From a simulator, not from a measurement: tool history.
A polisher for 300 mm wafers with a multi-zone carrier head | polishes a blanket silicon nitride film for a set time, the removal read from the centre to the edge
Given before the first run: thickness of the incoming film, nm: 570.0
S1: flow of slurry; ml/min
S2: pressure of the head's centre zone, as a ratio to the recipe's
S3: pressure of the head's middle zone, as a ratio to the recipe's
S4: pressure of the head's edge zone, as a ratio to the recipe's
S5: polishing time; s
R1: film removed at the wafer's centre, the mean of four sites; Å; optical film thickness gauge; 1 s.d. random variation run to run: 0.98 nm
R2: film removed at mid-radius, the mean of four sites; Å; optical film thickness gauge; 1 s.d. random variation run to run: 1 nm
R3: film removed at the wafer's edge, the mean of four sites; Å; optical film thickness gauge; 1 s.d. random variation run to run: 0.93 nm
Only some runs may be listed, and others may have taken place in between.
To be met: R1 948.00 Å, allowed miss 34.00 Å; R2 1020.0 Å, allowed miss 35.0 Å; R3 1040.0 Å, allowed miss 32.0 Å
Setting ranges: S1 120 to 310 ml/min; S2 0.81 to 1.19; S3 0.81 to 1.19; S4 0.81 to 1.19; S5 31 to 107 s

{"run": 1, "hour": 0.0, "S1": 200, "S2": 1.0, "S3": 1.0, "S4": 1.0, "S5": 69, "R1": 1602.5, "R2": 1611.8, "R3": 1675.1}
{"run": 2, "hour": 3.1, "S1": 200, "S2": 1.0, "S3": 1.04, "S4": 1.0, "S5": 69, "R1": 1598.9, "R2": 1664.9, "R3": 1708.7}
{"run": 3, "hour": 10.5, "S1": 195, "S2": 0.97, "S3": 1.01, "S4": 0.97, "S5": 64, "R1": 1433.7, "R2": 1483.3, "R3": 1528.8}
{"run": 4, "hour": 11.8, "S1": 195, "S2": 1.03, "S3": 1.01, "S4": 0.97, "S5": 64, "R1": 1534.4, "R2": 1506.7, "R3": 1528.1}
{"run": 5, "hour": 18.0, "S1": 190, "S2": 0.99, "S3": 1.0, "S4": 0.94, "S5": 60, "R1": 1386.8, "R2": 1383.5, "R3": 1425.4}
{"run": 6, "hour": 24.8, "S1": 190, "S2": 0.97, "S3": 1.0, "S4": 0.92, "S5": 56, "R1": 1249.0, "R2": 1287.9, "R3": 1293.9}
{"run": 7, "hour": 28.1, "S1": 190, "S2": 0.95, "S3": 0.98, "S4": 0.9, "S5": 54, "R1": 1186.0, "R2": 1228.9, "R3": 1236.8}
{"run": 8, "hour": 35.8, "S1": 190, "S2": 0.93, "S3": 0.96, "S4": 0.88, "S5": 53, "R1": 1148.9, "R2": 1174.9, "R3": 1200.2}
{"run": 9, "hour": 43.8, "S1": 185, "S2": 0.91, "S3": 0.95, "S4": 0.87, "S5": 52, "R1": 1108.3, "R2": 1137.4, "R3": 1164.4}
{"run": 10, "hour": 51.9, "S1": 180, "S2": 0.89, "S3": 0.94, "S4": 0.86, "S5": 51, "R1": 1051.4, "R2": 1078.5, "R3": 1153.7}
{"run": 11, "hour": 54.4, "S1": 180, "S2": 0.89, "S3": 0.95, "S4": 0.85, "S5": 50, "R1": 1013.9, "R2": 1088.5, "R3": 1088.2}
{"run": 12, "hour": 63.1, "S1": 170, "S2": 0.89, "S3": 0.95, "S4": 0.85, "S5": 50, "R1": 1006.1, "R2": 1086.6, "R3": 1096.2}
{"run": 13, "hour": 69.1, "S1": 165, "S2": 0.89, "S3": 0.94, "S4": 0.84, "S5": 50, "R1": 1003.8, "R2": 1045.4, "R3": 1101.4}
{"run": 14, "hour": 72.1, "S1": 165, "S2": 0.89, "S3": 0.94, "S4": 0.83, "S5": 50, "R1": 1013.5, "R2": 1081.9, "R3": 1086.2}
{"run": 15, "hour": 80.7, "S1": 165, "S2": 0.88, "S3": 0.94, "S4": 0.83, "S5": 50, "R1": 1001.1, "R2": 1060.6, "R3": 1085.6}
{"run": 16, "hour": 84.9, "S1": 165, "S2": 0.88, "S3": 0.94, "S4": 0.83, "S5": 50, "R1": 997.66, "R2": 1074.1, "R3": 1098.4}

Next run, 4 choices. One meets every target within its allowed miss, the rest don't. Which?
{"run": "A", "hour": 89.1, "S1": 135, "S2": 0.9, "S3": 1.14, "S4": 0.81, "S5": 48, "R1": "?", "R2": "?", "R3": "?"}
{"run": "B", "hour": 89.1, "S1": 120, "S2": 0.81, "S3": 0.98, "S4": 0.88, "S5": 54, "R1": "?", "R2": "?", "R3": "?"}
{"run": "C", "hour": 89.1, "S1": 155, "S2": 0.89, "S3": 0.96, "S4": 0.85, "S5": 47, "R1": "?", "R2": "?", "R3": "?"}
{"run": "D", "hour": 89.1, "S1": 140, "S2": 0.87, "S3": 0.85, "S4": 0.93, "S5": 54, "R1": "?", "R2": "?", "R3": "?"}

move=A R1=956.99 R2=1162.6 R3=1014.6
move=B R1=944.62 R2=1127.0 R3=1169.8
move=C R1=948.90 R2=1005.7 R3=1033.6
move=D R1=1045.40 R2=1027.8 R3=1224.8
A: meets the target for the result that was furthest off, but another lies outside its allowed miss
B: lands further from the targets than the last run did
C: every result within its allowed miss
D: lands further from the targets than the last run did
Correct choice: C, which meets every target

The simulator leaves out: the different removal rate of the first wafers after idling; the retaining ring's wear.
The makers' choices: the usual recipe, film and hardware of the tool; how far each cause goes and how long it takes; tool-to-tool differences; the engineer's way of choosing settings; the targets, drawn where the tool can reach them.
